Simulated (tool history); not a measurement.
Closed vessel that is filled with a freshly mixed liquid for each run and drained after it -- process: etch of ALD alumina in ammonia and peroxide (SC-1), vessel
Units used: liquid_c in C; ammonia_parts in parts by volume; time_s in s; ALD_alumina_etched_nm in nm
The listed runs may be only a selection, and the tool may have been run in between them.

{"run": 1, "hour": 0.0, "liquid_c": 52, "ammonia_parts": 0.5, "time_s": 545, "ALD_alumina_etched_nm": 28.486}
{"run": 2, "hour": 4.2, "liquid_c": 55.5, "ammonia_parts": 0.5, "time_s": 545, "ALD_alumina_etched_nm": 34.559}
{"run": 3, "hour": 7.2, "liquid_c": 51, "ammonia_parts": 0.5, "time_s": 545, "ALD_alumina_etched_nm": 26.889}
{"run": 4, "hour": 15.3, "liquid_c": 48, "ammonia_parts": 0.5, "time_s": 545, "ALD_alumina_etched_nm": 22.516}
{"run": 5, "hour": 22.1, "liquid_c": 48, "ammonia_parts": 0.5, "time_s": 585, "ALD_alumina_etched_nm": 24.252}
{"run": 6, "hour": 30.3, "liquid_c": 46, "ammonia_parts": 0.5, "time_s": 585, "ALD_alumina_etched_nm": 21.73}
{"run": 7, "hour": 36.0, "liquid_c": 44.5, "ammonia_parts": 0.5, "time_s": 585, "ALD_alumina_etched_nm": 19.929}
{"run": 8, "hour": 38.1, "liquid_c": 43, "ammonia_parts": 0.5, "time_s": 585, "ALD_alumina_etched_nm": 18.569}
{"run": 9, "hour": 46.2, "liquid_c": 42, "ammonia_parts": 0.5, "time_s": 585, "ALD_alumina_etched_nm": 17.457}

What will run 10 give?
{"run": 10, "hour": 47.8, "liquid_c": 38.5, "ammonia_parts": 0.5, "time_s": 585, "ALD_alumina_etched_nm": "?"}

Run 10 gave ALD_alumina_etched_nm 13.895 nm.
